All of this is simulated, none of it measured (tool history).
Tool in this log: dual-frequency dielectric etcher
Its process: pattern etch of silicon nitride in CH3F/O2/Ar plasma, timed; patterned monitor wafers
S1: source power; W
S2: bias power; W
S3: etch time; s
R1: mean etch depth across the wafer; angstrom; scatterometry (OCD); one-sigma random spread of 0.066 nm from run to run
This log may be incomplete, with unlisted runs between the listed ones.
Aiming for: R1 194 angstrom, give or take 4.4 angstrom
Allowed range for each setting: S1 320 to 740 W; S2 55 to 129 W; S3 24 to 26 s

{"run": 1, "hour": 0.0, "S1": 530, "S2": 92, "S3": 26, "R1": 212.27}
{"run": 2, "hour": 6.1, "S1": 530, "S2": 103, "S3": 26, "R1": 217.39}
{"run": 3, "hour": 11.5, "S1": 530, "S2": 109, "S3": 26, "R1": 221.09}
{"run": 4, "hour": 16.6, "S1": 530, "S2": 109, "S3": 24, "R1": 203.58}
{"run": 5, "hour": 25.5, "S1": 520, "S2": 108, "S3": 24, "R1": 203.48}
{"run": 6, "hour": 32.2, "S1": 520, "S2": 108, "S3": 26, "R1": 218.13}
{"run": 7, "hour": 40.4, "S1": 500, "S2": 107, "S3": 26, "R1": 214.91}
{"run": 8, "hour": 41.8, "S1": 480, "S2": 105, "S3": 26, "R1": 207.94}
{"run": 9, "hour": 47.7, "S1": 470, "S2": 105, "S3": 26, "R1": 207.39}
{"run": 10, "hour": 55.9, "S1": 470, "S2": 105, "S3": 26, "R1": 206.6}
{"run": 11, "hour": 59.0, "S1": 460, "S2": 105, "S3": 26, "R1": 205.39}
{"run": 12, "hour": 60.6, "S1": 450, "S2": 105, "S3": 26, "R1": 201.52}

4 next moves are on the table. One of them brings every result within its allowed miss. Which?
{"run": "A", "hour": 62.2, "S1": 500, "S2": 97, "S3": 24, "R1": "?"}
{"run": "B", "hour": 62.2, "S1": 440, "S2": 103, "S3": 24.5, "R1": "?"}
{"run": "C", "hour": 62.2, "S1": 420, "S2": 92, "S3": 25, "R1": "?"}
{"run": "D", "hour": 62.2, "S1": 470, "S2": 124, "S3": 24.5, "R1": "?"}

move=A R1=193.4
move=B R1=187.58
move=C R1=181.86
move=D R1=203.3
A: all results land within tolerance of their targets
B: takes the biggest miss from the last run beyond its target
C: takes the biggest miss from the last run beyond its target
D: its largest miss is bigger than the last run's
The move that meets every target is A.
